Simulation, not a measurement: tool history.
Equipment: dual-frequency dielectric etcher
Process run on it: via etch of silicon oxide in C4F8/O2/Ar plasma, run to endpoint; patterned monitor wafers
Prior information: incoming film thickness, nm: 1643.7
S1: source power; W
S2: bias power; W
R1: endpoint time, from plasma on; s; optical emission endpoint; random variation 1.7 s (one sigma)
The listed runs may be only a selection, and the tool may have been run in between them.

run 1 day=0.000 | S1=1780 S2=2731 | R1=332.06
run 2 day=0.033 | S1=1780 S2=3141 | R1=314.41
run 3 day=0.279 | S1=1780 S2=3341 | R1=304.58
run 4 day=0.504 | S1=1650 S2=3123 | R1=322.40
run 5 day=0.717 | S1=1920 S2=3123 | R1=305.48
run 6 day=0.762 | S1=1780 S2=2915 | R1=323.71
run 7 day=1.042 | S1=1660 S2=2745 | R1=338.96

What does the tool deliver on the next run?
run 8 day=1.375 | S1=1560 S2=2599 | R1=?

{"run 8": {"R1": 355.35}}
